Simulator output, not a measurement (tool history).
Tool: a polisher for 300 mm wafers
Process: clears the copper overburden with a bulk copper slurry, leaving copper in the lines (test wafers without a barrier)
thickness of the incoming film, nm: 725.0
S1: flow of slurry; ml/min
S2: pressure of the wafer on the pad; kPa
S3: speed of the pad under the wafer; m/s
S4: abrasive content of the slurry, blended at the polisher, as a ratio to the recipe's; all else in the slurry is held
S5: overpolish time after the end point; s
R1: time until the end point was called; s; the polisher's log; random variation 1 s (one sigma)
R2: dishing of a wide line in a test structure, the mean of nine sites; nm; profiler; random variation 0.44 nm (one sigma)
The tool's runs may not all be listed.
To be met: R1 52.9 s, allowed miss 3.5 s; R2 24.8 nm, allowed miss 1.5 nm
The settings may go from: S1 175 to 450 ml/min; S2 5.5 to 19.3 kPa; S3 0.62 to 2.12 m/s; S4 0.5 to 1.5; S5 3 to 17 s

run 1 hour=0 | S1=290 S2=12.4 S3=1.36 S4=1 S5=9 | R1=82.173 R2=38.432
run 2 hour=1.6 | S1=290 S2=12.4 S3=1.48 S4=1 S5=9 | R1=74.148 R2=40.074
run 3 hour=7.3 | S1=295 S2=11.7 S3=1.58 S4=1.05 S5=8 | R1=76.337 R2=37.144
run 4 hour=8.5 | S1=280 S2=11.7 S3=1.66 S4=0.95 S5=7 | R1=74.239 R2=35.823
run 5 hour=14.4 | S1=280 S2=13.8 S3=1.66 S4=0.95 S5=7 | R1=60.339 R2=39.639
run 6 hour=17.9 | S1=280 S2=13.8 S3=1.8 S4=0.95 S5=7 | R1=59.011 R2=41.619
run 7 hour=26.6 | S1=290 S2=14.5 S3=1.6 S4=1.05 S5=6 | R1=60.764 R2=36.93
run 8 hour=28.4 | S1=315 S2=15.2 S3=1.48 S4=1.1 S5=6 | R1=57.931 R2=36.07
run 9 hour=30.3 | S1=395 S2=16.5 S3=1.1 S4=1.35 S5=3 | R1=70.965 R2=19.734
run 10 hour=33.4 | S1=395 S2=17.2 S3=1.12 S4=1.35 S5=3 | R1=65.186 R2=21.375
run 11 hour=34.2 | S1=395 S2=18.6 S3=1.14 S4=1.35 S5=3 | R1=60.173 R2=22.597
run 12 hour=36.2 | S1=395 S2=18.6 S3=1.16 S4=1.35 S5=3 | R1=58.599 R2=23.077
run 13 hour=42.7 | S1=395 S2=18.6 S3=1.18 S4=1.35 S5=3 | R1=60.27 R2=22.61

4 next moves are on the table. One of them brings every result within its allowed miss. Which?
run A hour=49.2 | S1=350 S2=19.3 S3=1.46 S4=1.35 S5=3 | R1=? R2=?
run B hour=49.2 | S1=350 S2=19.3 S3=1.26 S4=1.25 S5=3 | R1=? R2=?
run C hour=49.2 | S1=445 S2=13.8 S3=1.44 S4=1.1 S5=5 | R1=? R2=?
run D hour=49.2 | S1=390 S2=18.6 S3=1.46 S4=1.35 S5=3 | R1=? R2=?

move=A R1=46.308 R2=27.399
move=B R1=54.288 R2=24.269
move=C R1=66.843 R2=29.997
move=D R1=47.585 R2=26.815
A: takes the result that was furthest off past its target
B: meets every target
C: further off than the last run
D: takes the result that was furthest off past its target
Move B is the one to make.
